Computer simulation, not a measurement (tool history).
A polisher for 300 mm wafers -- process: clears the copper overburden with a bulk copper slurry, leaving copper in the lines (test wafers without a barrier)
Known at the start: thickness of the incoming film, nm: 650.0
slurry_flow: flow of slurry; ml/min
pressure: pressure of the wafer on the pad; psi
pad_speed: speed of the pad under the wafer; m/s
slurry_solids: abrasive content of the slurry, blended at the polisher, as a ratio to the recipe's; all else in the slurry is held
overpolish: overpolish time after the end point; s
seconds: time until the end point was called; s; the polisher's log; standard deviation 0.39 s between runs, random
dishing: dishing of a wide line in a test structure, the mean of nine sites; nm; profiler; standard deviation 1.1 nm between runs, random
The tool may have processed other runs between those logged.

run	hour	slurry_flow	pressure	pad_speed	slurry_solids	overpolish	seconds	dishing
1	0	190	3.2	1.14	1	15	55.24	58.271
2	4.2	190	3.4	1.14	1	15	52.202	61.919
3	11.5	190	3.7	1.14	1	15	48.477	64.535
4	19	215	3.7	1.14	1	15	47.552	63.379
5	25.3	215	3.8	1.14	1	14	45.736	63.239
6	26.6	215	3.8	1.14	0.8	14	47.673	62.376
7	28.6	215	3.9	1.14	0.8	14	46.33	63.498
8	35.2	215	4	1.14	0.8	14	44.677	64.99
9	42.6	215	4.1	1.14	0.8	14	44.14	65.193

What will run 10 give?
10	44.6	220	4.2	1.14	0.8	14	?	?

Run 10 came out at seconds 43.066 s, dishing 65.659 nm.

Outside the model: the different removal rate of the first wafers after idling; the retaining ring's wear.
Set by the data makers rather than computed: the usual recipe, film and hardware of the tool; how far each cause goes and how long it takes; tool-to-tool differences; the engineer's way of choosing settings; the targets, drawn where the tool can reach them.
